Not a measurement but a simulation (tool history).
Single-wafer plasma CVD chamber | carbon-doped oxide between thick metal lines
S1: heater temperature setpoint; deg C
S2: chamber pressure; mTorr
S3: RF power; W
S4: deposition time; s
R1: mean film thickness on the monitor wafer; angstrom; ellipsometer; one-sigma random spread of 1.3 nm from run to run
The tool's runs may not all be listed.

run 1 hour=0 | S1=375 S2=5460 S3=625 S4=70.1 | R1=3751.3
run 2 hour=3.6 | S1=376 S2=5200 S3=595 S4=69.9 | R1=3605.3
run 3 hour=5.8 | S1=376 S2=5200 S3=525 S4=69.9 | R1=3373.1
run 4 hour=9.4 | S1=377 S2=4960 S3=510 S4=69.8 | R1=3248.4
run 5 hour=18.4 | S1=379 S2=4760 S3=505 S4=69.8 | R1=3212.5
run 6 hour=22.4 | S1=379 S2=4300 S3=505 S4=69.8 | R1=3142.9

Estimate the outcome of run 7 from the log above:
run 7 hour=25.4 | S1=380 S2=4170 S3=505 S4=69.8 | R1=?

{"run 7": {"R1": 3132.3}}
